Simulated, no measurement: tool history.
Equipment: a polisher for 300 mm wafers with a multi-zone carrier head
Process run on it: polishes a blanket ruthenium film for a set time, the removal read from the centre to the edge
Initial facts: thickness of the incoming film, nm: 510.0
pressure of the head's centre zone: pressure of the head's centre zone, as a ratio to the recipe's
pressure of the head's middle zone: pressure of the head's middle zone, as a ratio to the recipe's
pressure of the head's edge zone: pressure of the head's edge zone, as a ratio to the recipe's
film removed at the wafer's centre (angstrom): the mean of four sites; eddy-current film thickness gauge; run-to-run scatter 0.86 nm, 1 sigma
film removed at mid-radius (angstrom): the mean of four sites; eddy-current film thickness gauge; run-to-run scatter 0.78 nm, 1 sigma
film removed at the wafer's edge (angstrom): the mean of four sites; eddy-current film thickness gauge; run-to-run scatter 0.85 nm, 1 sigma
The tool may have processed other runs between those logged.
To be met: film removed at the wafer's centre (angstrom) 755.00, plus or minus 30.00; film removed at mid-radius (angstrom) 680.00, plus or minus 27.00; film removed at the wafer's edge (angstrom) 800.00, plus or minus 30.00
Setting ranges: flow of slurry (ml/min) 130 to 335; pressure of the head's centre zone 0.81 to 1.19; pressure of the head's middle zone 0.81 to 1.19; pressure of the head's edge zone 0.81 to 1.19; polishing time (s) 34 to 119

| run | day | flow of slurry (ml/min) | pressure of the head's centre zone | pressure of the head's middle zone | pressure of the head's edge zone | polishing time (s) | film removed at the wafer's centre (angstrom) | film removed at mid-radius (angstrom) | film removed at the wafer's edge (angstrom) |
|---|---|---|---|---|---|---|---|---|---|
| 1 | 0.000 | 215 | 1.00 | 1.00 | 1.00 | 76 | 1141.50 | 1171.70 | 1174.00 |
| 2 | 0.212 | 210 | 1.00 | 0.97 | 1.00 | 71 | 1045.60 | 1055.40 | 1122.60 |
| 3 | 0.238 | 210 | 1.01 | 0.95 | 0.98 | 66 | 994.59 | 955.18 | 1025.00 |
| 4 | 0.567 | 205 | 1.00 | 0.93 | 0.96 | 63 | 933.05 | 905.90 | 955.10 |
| 5 | 0.908 | 205 | 1.04 | 0.93 | 0.96 | 63 | 982.88 | 899.47 | 945.91 |
| 6 | 0.979 | 245 | 1.04 | 0.93 | 0.96 | 63 | 996.42 | 917.49 | 970.90 |
| 7 | 1.229 | 240 | 1.03 | 0.91 | 0.95 | 61 | 962.04 | 879.94 | 949.12 |
| 8 | 1.262 | 240 | 1.03 | 0.91 | 0.95 | 61 | 960.70 | 859.06 | 955.83 |
| 9 | 1.550 | 235 | 1.02 | 0.90 | 0.93 | 59 | 917.89 | 868.06 | 907.97 |
| 10 | 1.846 | 215 | 1.00 | 0.81 | 1.03 | 44 | 651.70 | 583.24 | 698.30 |
| 11 | 2.042 | 225 | 1.01 | 0.82 | 1.04 | 45 | 700.20 | 605.05 | 730.24 |
| 12 | 2.188 | 235 | 1.01 | 0.83 | 1.04 | 45 | 698.50 | 597.17 | 739.61 |
|  | 2.292 | edge zone pressure recalibrated |
| 13 | 2.292 | 240 | 1.01 | 0.85 | 1.04 | 45 | 692.66 | 621.79 | 692.89 |
| 14 | 2.479 | 240 | 1.01 | 0.85 | 1.02 | 46 | 722.72 | 637.28 | 709.30 |
| 15 | 2.683 | 260 | 0.97 | 0.81 | 1.10 | 55 | 807.78 | 740.56 | 883.12 |
| 16 | 2.842 | 255 | 0.97 | 0.81 | 1.09 | 54 | 795.79 | 724.69 | 872.49 |
| 17 | 3.121 | 250 | 0.97 | 0.81 | 1.09 | 53 | 763.28 | 708.62 | 843.89 |

Below are 4 possible settings for the next run. Only one of them brings all results inside the allowed miss of their targets. Which is it?
| A | 3.400 | 275 | 0.98 | 0.84 | 1.09 | 49 | ? | ? | ? |
| B | 3.400 | 225 | 0.93 | 0.85 | 1.16 | 55 | ? | ? | ? |
| C | 3.400 | 280 | 0.93 | 0.84 | 1.17 | 53 | ? | ? | ? |
| D | 3.400 | 210 | 0.93 | 0.81 | 1.07 | 57 | ? | ? | ? |

| move | film removed at the wafer's centre (angstrom) | film removed at mid-radius (angstrom) | film removed at the wafer's edge (angstrom) |
|---|---|---|---|
| A | 746.18 | 698.61 | 791.00 |
| B | 772.75 | 771.50 | 899.44 |
| C | 767.27 | 757.24 | 888.52 |
| D | 791.74 | 764.86 | 888.39 |
A: meets every target
B: its largest miss is bigger than the last run's
C: its largest miss is bigger than the last run's
D: its largest miss is bigger than the last run's
Go with A: it meets all targets.
